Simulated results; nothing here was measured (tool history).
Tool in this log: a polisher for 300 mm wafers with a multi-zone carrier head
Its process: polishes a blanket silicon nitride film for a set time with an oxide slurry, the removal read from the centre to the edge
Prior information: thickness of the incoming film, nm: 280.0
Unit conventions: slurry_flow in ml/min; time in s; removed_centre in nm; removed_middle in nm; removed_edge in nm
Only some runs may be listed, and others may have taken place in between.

{"run": 1, "day": 0.0, "slurry_flow": 255, "centre_zone": 1, "middle_zone": 1, "edge_zone": 1, "slurry_solids": 1, "time": 49, "removed_centre": 36.754, "removed_middle": 35.641, "removed_edge": 35.787}
{"run": 2, "day": 0.3, "slurry_flow": 255, "centre_zone": 1, "middle_zone": 1, "edge_zone": 1.03, "slurry_solids": 1, "time": 49, "removed_centre": 36.873, "removed_middle": 36.4, "removed_edge": 36.136}
{"run": 3, "day": 0.412, "slurry_flow": 255, "centre_zone": 0.98, "middle_zone": 1, "edge_zone": 1.02, "slurry_solids": 0.9, "time": 49, "removed_centre": 34.716, "removed_middle": 34.429, "removed_edge": 34.04}
{"run": 4, "day": 0.721, "slurry_flow": 255, "centre_zone": 0.98, "middle_zone": 1, "edge_zone": 1.02, "slurry_solids": 0.9, "time": 57, "removed_centre": 39.377, "removed_middle": 39.72, "removed_edge": 40.414}
{"run": 5, "day": 0.829, "slurry_flow": 255, "centre_zone": 0.98, "middle_zone": 1, "edge_zone": 1.02, "slurry_solids": 0.75, "time": 57, "removed_centre": 35.63, "removed_middle": 36.068, "removed_edge": 35.164}
{"run": 6, "day": 0.875, "slurry_flow": 250, "centre_zone": 0.96, "middle_zone": 0.99, "edge_zone": 1.01, "slurry_solids": 0.7, "time": 57, "removed_centre": 34.849, "removed_middle": 34.78, "removed_edge": 34.863}
{"run": 7, "day": 1.071, "slurry_flow": 250, "centre_zone": 0.95, "middle_zone": 0.99, "edge_zone": 1.01, "slurry_solids": 0.65, "time": 56, "removed_centre": 31.62, "removed_middle": 33.235, "removed_edge": 33.049}
{"run": 8, "day": 1.329, "slurry_flow": 250, "centre_zone": 0.95, "middle_zone": 0.99, "edge_zone": 1, "slurry_solids": 0.6, "time": 55, "removed_centre": 30.426, "removed_middle": 30.772, "removed_edge": 30.416}
{"run": 9, "day": 1.442, "slurry_flow": 250, "centre_zone": 0.94, "middle_zone": 0.99, "edge_zone": 0.99, "slurry_solids": 0.6, "time": 55, "removed_centre": 29.92, "removed_middle": 31.315, "removed_edge": 30.548}
{"run": 10, "day": 1.567, "slurry_flow": 250, "centre_zone": 0.93, "middle_zone": 0.98, "edge_zone": 0.98, "slurry_solids": 0.6, "time": 55, "removed_centre": 28.609, "removed_middle": 29.78, "removed_edge": 30.431}
{"run": 11, "day": 1.662, "slurry_flow": 250, "centre_zone": 0.93, "middle_zone": 0.98, "edge_zone": 0.97, "slurry_solids": 0.6, "time": 55, "removed_centre": 29.046, "removed_middle": 29.963, "removed_edge": 30.048}
{"run": 12, "day": 1.854, "slurry_flow": 250, "centre_zone": 0.92, "middle_zone": 0.98, "edge_zone": 0.96, "slurry_solids": 0.6, "time": 55, "removed_centre": 28.602, "removed_middle": 30.252, "removed_edge": 29.663}
{"run": 13, "day": 2.021, "slurry_flow": 250, "centre_zone": 0.91, "middle_zone": 0.97, "edge_zone": 0.95, "slurry_solids": 0.6, "time": 55, "removed_centre": 28.143, "removed_middle": 30.199, "removed_edge": 29.508}
{"run": 14, "day": 2.208, "slurry_flow": 250, "centre_zone": 0.91, "middle_zone": 0.96, "edge_zone": 0.94, "slurry_solids": 0.6, "time": 55, "removed_centre": 28.21, "removed_middle": 29.823, "removed_edge": 29.719}
{"run": 15, "day": 2.312, "slurry_flow": 250, "centre_zone": 0.91, "middle_zone": 0.96, "edge_zone": 0.93, "slurry_solids": 0.6, "time": 55, "removed_centre": 28.764, "removed_middle": 30.451, "removed_edge": 28.855}

Run 16 comes next. What will it give?
{"run": 16, "day": 2.508, "slurry_flow": 250, "centre_zone": 0.9, "middle_zone": 0.95, "edge_zone": 0.93, "slurry_solids": 0.6, "time": 55, "removed_centre": "?", "removed_middle": "?", "removed_edge": "?"}

{"run 16": {"removed_centre": 27.736, "removed_middle": 29.174, "removed_edge": 29.289}}
